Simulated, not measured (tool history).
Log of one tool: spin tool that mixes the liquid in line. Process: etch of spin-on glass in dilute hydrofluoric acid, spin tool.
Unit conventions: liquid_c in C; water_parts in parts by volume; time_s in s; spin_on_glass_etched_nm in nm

run,day,liquid_c,water_parts,time_s,spin_on_glass_etched_nm
1,0.000,23.0,220,195,35.223
2,0.333,26.5,220,195,40.555
3,0.642,29.0,220,195,44.334
4,0.950,29.0,210,195,47.552
5,1.200,29.0,210,195,46.911
6,1.325,29.0,210,210,50.867
7,1.467,29.5,200,210,54.608
8,1.642,29.5,195,210,57.461
9,1.983,29.5,190,210,59.112
10,2.296,29.5,185,210,59.962

For run 11, what comes out?
11,2.375,31.0,150,210,?

spin_on_glass_etched_nm: 82.155 nm
